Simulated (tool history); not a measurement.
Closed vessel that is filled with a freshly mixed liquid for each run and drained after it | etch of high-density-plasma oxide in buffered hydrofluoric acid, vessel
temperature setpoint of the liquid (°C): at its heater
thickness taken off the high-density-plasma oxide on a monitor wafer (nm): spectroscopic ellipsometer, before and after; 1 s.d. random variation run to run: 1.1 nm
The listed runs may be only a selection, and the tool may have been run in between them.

run	hour	temperature setpoint of the liquid (°C)	parts of 40 % ammonium fluoride to one part of 49 % hydrofluoric acid (parts by volume)	time in the liquid (s)	thickness taken off the high-density-plasma oxide on a monitor wafer (nm)
1	0	21	17.5	90	51.826
2	7.1	21	19	90	47.691
3	8.9	22.5	19	90	52.323
4	11.5	20	19	90	45.216
5	19.1	17.5	19	90	39.726
6	20	19.5	17	90	49.356
7	23.4	21	15.5	90	59.486
8	27.8	22.5	14.5	90	68.705
9	34.3	23.5	13.5	90	76.961
10	37.6	24.5	12.5	90	87.459

Forecast run 11:
11	39.1	25.5	12	90	?

Run 11 produced thickness taken off the high-density-plasma oxide on a monitor wafer (nm) 96.28.

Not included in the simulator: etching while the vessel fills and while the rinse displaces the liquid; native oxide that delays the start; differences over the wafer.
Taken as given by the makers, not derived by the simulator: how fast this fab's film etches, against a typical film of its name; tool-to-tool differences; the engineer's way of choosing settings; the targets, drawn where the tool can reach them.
